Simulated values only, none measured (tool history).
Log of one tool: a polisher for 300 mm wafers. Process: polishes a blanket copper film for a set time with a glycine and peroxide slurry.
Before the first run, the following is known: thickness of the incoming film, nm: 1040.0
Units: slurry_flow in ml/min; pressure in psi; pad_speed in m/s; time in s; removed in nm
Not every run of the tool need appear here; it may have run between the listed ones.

run  hour  slurry_flow  pressure  pad_speed  time  removed
  1     0          190       1.8       0.92    32   103.81
  2   0.9          190       1.6       0.92    32    95.79
  3   4.7          190       1.8       0.92    32   102.77
  4  10.7          190       1.6        0.9    32   94.537
  5    15          190       1.5        0.9    32   88.341
  6  17.6          190       1.4        0.9    32   85.902
  7  25.3          190       1.3        0.9    32   82.228

What does the tool deliver on the next run?
  8    31          190       1.2        0.9    32        ?

removed: 79.014 nm
